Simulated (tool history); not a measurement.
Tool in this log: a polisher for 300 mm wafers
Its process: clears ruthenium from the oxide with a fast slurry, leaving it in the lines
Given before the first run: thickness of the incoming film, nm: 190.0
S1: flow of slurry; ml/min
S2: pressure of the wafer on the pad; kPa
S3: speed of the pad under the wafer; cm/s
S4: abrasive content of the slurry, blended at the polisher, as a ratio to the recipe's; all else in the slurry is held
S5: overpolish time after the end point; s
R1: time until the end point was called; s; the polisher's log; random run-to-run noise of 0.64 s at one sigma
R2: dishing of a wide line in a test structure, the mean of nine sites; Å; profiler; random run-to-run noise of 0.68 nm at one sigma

{"run": 1, "hour": 0.0, "S1": 315, "S2": 14.5, "S3": 94, "S4": 1, "S5": 17, "R1": 56.695, "R2": 391.58}
{"run": 2, "hour": 4.0, "S1": 315, "S2": 14.5, "S3": 76, "S4": 1, "S5": 17, "R1": 67.806, "R2": 344.22}
{"run": 3, "hour": 12.6, "S1": 315, "S2": 14.5, "S3": 98, "S4": 1, "S5": 17, "R1": 56.716, "R2": 396.69}
{"run": 4, "hour": 20.1, "S1": 315, "S2": 14.5, "S3": 114, "S4": 1, "S5": 17, "R1": 50.372, "R2": 451.68}
{"run": 5, "hour": 25.3, "S1": 315, "S2": 14.5, "S3": 114, "S4": 0.8, "S5": 17, "R1": 53.452, "R2": 394.36}
{"run": 6, "hour": 32.4, "S1": 310, "S2": 16.5, "S3": 116, "S4": 0.75, "S5": 13, "R1": 46.336, "R2": 354.61}
{"run": 7, "hour": 41.2, "S1": 310, "S2": 17.9, "S3": 116, "S4": 0.7, "S5": 11, "R1": 44.201, "R2": 335.12}

Predict the results of run 8:
{"run": 8, "hour": 48.9, "S1": 310, "S2": 19.3, "S3": 118, "S4": 0.65, "S5": 9, "R1": "?", "R2": "?"}

Run 8 yielded R1 42.956 s, R2 284.57 Å.

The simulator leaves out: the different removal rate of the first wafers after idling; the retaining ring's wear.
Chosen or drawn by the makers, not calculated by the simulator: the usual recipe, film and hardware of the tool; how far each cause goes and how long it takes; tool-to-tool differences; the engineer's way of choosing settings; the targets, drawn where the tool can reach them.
